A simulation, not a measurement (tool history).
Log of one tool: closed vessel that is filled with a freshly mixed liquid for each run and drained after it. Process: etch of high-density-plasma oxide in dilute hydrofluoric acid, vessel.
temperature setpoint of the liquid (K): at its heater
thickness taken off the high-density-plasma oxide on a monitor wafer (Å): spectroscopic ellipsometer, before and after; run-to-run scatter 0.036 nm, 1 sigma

| run | hour | temperature setpoint of the liquid (K) | parts of water to one part of 49 % hydrofluoric acid (parts by volume) | time in the liquid (s) | thickness taken off the high-density-plasma oxide on a monitor wafer (Å) |
|---|---|---|---|---|---|
| 1 | 0 | 298.15 | 130 | 510 | 198.14 |
| 2 | 3.8 | 299.65 | 130 | 510 | 208.72 |
| 3 | 5.7 | 297.65 | 140 | 510 | 177.14 |
| 4 | 13.8 | 296.15 | 140 | 510 | 168.07 |
| 5 | 15.2 | 294.65 | 145 | 510 | 151.24 |
| 6 | 20 | 293.65 | 150 | 510 | 140.31 |
| 7 | 24.7 | 292.65 | 155 | 510 | 129.71 |
| 8 | 32.9 | 292.15 | 160 | 510 | 122.87 |
| 9 | 38.3 | 291.65 | 160 | 510 | 120.93 |

Run 10 has not been measured yet. What should we expect?
| 10 | 42.9 | 291.15 | 160 | 510 | ? |

{"run 10": {"thickness taken off the high-density-plasma oxide on a monitor wafer (Å)": 117.36}}

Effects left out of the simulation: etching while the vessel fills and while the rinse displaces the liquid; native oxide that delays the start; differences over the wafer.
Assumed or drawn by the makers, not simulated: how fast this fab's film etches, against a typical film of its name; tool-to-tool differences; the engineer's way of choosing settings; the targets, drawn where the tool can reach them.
